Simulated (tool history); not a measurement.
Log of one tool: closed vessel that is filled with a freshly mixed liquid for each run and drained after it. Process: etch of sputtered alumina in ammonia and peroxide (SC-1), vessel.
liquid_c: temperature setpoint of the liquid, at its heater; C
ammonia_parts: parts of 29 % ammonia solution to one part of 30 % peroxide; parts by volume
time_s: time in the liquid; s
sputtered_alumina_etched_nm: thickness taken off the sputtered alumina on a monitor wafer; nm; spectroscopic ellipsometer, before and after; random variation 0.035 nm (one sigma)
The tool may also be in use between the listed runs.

run	hour	liquid_c	ammonia_parts	time_s	sputtered_alumina_etched_nm
1	0	53	0.55	105	5.8187
2	9	53	0.55	105	5.7798
3	11.4	53	0.55	70	3.8697
4	18.8	55.5	0.55	70	4.4435
5	20.3	60	0.55	70	5.5612
6	24.2	58	0.55	70	5.112
7	28.3	50	0.55	70	3.2514

The next listed run, before its measurement:
8	34.3	50.5	0.55	70	?

{"run 8": {"sputtered_alumina_etched_nm": 3.3376}}
